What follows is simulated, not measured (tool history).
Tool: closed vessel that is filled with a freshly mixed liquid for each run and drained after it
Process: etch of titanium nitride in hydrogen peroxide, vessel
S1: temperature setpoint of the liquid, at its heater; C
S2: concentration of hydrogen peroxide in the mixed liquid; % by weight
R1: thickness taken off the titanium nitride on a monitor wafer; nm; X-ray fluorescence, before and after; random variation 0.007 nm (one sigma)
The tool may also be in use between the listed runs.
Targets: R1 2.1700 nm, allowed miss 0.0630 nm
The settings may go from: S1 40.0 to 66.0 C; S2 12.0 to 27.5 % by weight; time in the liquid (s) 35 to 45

{"run": 1, "hour": 0.0, "S1": 56.0, "S2": 18.5, "time in the liquid (s)": 45, "R1": 5.5111}
{"run": 2, "hour": 0.6, "S1": 51.5, "S2": 18.5, "time in the liquid (s)": 45, "R1": 3.9759}
{"run": 3, "hour": 6.3, "S1": 51.5, "S2": 18.5, "time in the liquid (s)": 35, "R1": 3.0984}
{"run": 4, "hour": 13.0, "S1": 50.0, "S2": 18.5, "time in the liquid (s)": 35, "R1": 2.7748}
{"run": 5, "hour": 19.6, "S1": 50.0, "S2": 16.5, "time in the liquid (s)": 35, "R1": 2.7211}
{"run": 6, "hour": 22.9, "S1": 50.0, "S2": 16.5, "time in the liquid (s)": 35, "R1": 2.7177}
{"run": 7, "hour": 28.6, "S1": 49.0, "S2": 16.5, "time in the liquid (s)": 35, "R1": 2.5333}
{"run": 8, "hour": 32.2, "S1": 48.5, "S2": 16.5, "time in the liquid (s)": 35, "R1": 2.4572}
{"run": 9, "hour": 39.6, "S1": 48.0, "S2": 16.5, "time in the liquid (s)": 35, "R1": 2.3531}
{"run": 10, "hour": 43.8, "S1": 47.5, "S2": 16.5, "time in the liquid (s)": 35, "R1": 2.2653}

Which of these 5 next moves meets every target?
{"run": "A", "hour": 48.0, "S1": 47.5, "S2": 12.0, "time in the liquid (s)": 40, "R1": "?"}
{"run": "B", "hour": 48.0, "S1": 47.5, "S2": 14.0, "time in the liquid (s)": 35, "R1": "?"}
{"run": "C", "hour": 48.0, "S1": 49.5, "S2": 15.5, "time in the liquid (s)": 35, "R1": "?"}
{"run": "D", "hour": 48.0, "S1": 44.0, "S2": 20.5, "time in the liquid (s)": 45, "R1": "?"}
{"run": "E", "hour": 48.0, "S1": 46.0, "S2": 17.5, "time in the liquid (s)": 35, "R1": "?"}

move=A R1=2.4172
move=B R1=2.1843
move=C R1=2.5819
move=D R1=2.3488
move=E R1=2.0500
A: further off than the last run
B: meets every target
C: further off than the last run
D: further off than the last run
E: takes the result that was furthest off past its target
The right move is B.
